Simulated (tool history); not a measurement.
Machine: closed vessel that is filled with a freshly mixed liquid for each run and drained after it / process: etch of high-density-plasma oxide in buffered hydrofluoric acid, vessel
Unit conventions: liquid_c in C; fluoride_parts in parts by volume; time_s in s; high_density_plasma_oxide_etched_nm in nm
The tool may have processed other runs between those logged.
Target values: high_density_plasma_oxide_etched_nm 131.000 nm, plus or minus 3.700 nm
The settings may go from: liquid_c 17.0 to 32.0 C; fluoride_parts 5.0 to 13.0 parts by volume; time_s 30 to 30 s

run  hour  liquid_c  fluoride_parts  time_s  high_density_plasma_oxide_etched_nm
  1   0.0      24.0             8.0      30                               88.122
  2   8.6      22.0             8.0      30                               79.699
  3  15.0      24.0             8.0      30                               88.460
  4  19.5      25.5             8.0      30                               97.012
  5  27.5      25.5             8.0      30                               96.351
  6  28.5      25.5            10.0      30                               79.797
  7  36.0      27.0             9.5      30                               92.441
  8  44.1      28.0             9.5      30                               95.789
     46.7  -- hydrofluoric acid flow meter replaced
  9  46.7      29.0             9.5      30                              105.550
 10  49.0      29.5             9.5      30                              108.430
 11  55.0      30.0             9.5      30                              111.690
 12  61.3      30.5             9.5      30                              112.110
 13  69.1      31.0             9.5      30                              115.700
 14  75.1      31.5             9.0      30                              123.900

Exercise: of the 4 proposed moves below, exactly one satisfies all targets within the stated allowed misses. Which move is it?
  A  81.1      31.5             9.5      30                                    ?
  B  81.1      29.0             8.0      30                                    ?
  C  81.1      32.0             9.5      30                                    ?
  D  81.1      30.0             8.0      30                                    ?

move  high_density_plasma_oxide_etched_nm
   A                              119.840
   B                              123.570
   C                              122.980
   D                              130.240
A: misses by more than the last run did
B: about the same distance from the targets as the last run
C: misses by more than the last run did
D: hits every target within its allowed miss
D meets every target.
